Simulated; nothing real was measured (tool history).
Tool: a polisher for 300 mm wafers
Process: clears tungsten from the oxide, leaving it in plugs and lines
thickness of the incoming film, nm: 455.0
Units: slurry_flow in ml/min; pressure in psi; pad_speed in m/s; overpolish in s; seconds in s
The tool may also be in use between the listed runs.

run	hour	slurry_flow	pressure	pad_speed	slurry_solids	overpolish	seconds
1	0	250	4.5	0.98	1	6	95.05
2	1.8	250	4.5	0.98	1	4	100.35
3	7.1	250	4.5	0.98	0.85	4	102.7
4	9.1	250	4.5	0.98	0.85	6	100.87
5	11.9	250	4.9	1	0.85	6	94.766
6	18	220	4.9	1	0.85	6	94.511
7	19.1	220	5.2	1.04	0.85	6	86.431
8	28	220	5.5	1.06	0.85	6	84.464
9	30	220	5.7	1.12	0.85	6	74.482
10	34.9	220	5.9	1.14	0.85	6	72.23

Run 11 comes next. What will it give?
11	37.6	220	6.1	1.16	0.85	6	?

Run 11 gave seconds 69.371 s.
